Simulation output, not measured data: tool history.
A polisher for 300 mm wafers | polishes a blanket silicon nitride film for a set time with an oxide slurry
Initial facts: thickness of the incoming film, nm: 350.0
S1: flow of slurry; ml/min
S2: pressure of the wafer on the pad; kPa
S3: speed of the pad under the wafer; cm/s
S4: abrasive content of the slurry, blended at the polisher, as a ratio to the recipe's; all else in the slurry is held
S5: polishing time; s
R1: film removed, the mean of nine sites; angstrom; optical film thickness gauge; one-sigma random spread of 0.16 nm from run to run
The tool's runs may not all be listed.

run	hour	S1	S2	S3	S4	S5	R1
1	0.0	230	30.3	116	1.0	50	389.54
2	9.0	230	30.3	116	1.0	50	385.28
3	13.9	230	29.0	116	1.0	50	370.16
4	21.2	230	29.0	144	1.0	50	445.32
5	29.7	230	27.6	142	1.0	50	416.04
6	34.3	190	27.6	142	1.0	50	407.57
7	42.2	180	19.3	116	1.0	50	265.72
8	43.0	180	18.6	116	1.0	50	258.00
9	51.5	180	17.9	116	1.0	50	252.88
10	60.1	180	17.2	116	1.0	50	246.38

Estimate the outcome of run 11 from the log above:
11	62.9	170	13.8	116	1.0	50	?

Logged for run 11: R1 211.87 angstrom.
